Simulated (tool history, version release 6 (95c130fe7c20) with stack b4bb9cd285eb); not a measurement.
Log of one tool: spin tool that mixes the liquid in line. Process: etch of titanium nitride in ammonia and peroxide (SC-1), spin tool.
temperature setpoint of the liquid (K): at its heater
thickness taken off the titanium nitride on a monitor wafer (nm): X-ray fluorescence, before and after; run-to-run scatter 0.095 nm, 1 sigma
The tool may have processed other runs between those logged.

run  hour  temperature setpoint of the liquid (K)  parts of water to one part of 30 % peroxide (parts by volume)  parts of 29 % ammonia solution to one part of 30 % peroxide (parts by volume)  time under the liquid (s)  thickness taken off the titanium nitride on a monitor wafer (nm)
  1   0.0                                  335.15                                                             10                                                                            0.5                         60                                                            13.986
  2   8.7                                  335.15                                                              9                                                                            0.5                         60                                                            14.715
  3  13.0                                  336.15                                                              9                                                                            0.5                         60                                                            15.780
  4  15.0                                  336.15                                                              9                                                                            0.5                         60                                                            15.793
  5  21.9                                  336.15                                                             12                                                                            0.5                         60                                                            13.503
  6  22.7                                  337.65                                                             12                                                                            0.5                         60                                                            14.752
  7  25.0                                  338.65                                                             12                                                                            0.5                         60                                                            15.826

What will run 8 give?
  8  30.6                                  339.15                                                             12                                                                            0.5                         60                                                                 ?

{"run 8": {"thickness taken off the titanium nitride on a monitor wafer (nm)": 16.262}}
